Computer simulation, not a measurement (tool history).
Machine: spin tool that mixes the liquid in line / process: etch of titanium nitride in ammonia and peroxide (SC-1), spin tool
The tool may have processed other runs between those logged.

run	hour	temperature setpoint of the liquid (C)	parts of water to one part of 30 % peroxide (parts by volume)	parts of 29 % ammonia solution to one part of 30 % peroxide (parts by volume)	time under the liquid (s)	thickness taken off the titanium nitride on a monitor wafer (nm)
1	0.0	62.0	12.0	0.95	75	7.1538
2	8.7	63.0	12.0	0.95	75	7.6917
3	13.8	64.0	12.0	0.95	75	8.1987
4	15.4	65.0	12.0	0.95	75	8.6117
5	19.7	65.5	12.0	0.95	75	8.8910
6	24.5	66.0	12.0	0.95	75	9.2922
# hour 28.2: new drum of ammonia solution connected
7	28.2	66.5	12.0	0.95	75	9.5882

For run 8, what comes out?
8	28.8	67.0	12.0	0.95	75	?

Run 8 yielded thickness taken off the titanium nitride on a monitor wafer (nm) 10.0670.

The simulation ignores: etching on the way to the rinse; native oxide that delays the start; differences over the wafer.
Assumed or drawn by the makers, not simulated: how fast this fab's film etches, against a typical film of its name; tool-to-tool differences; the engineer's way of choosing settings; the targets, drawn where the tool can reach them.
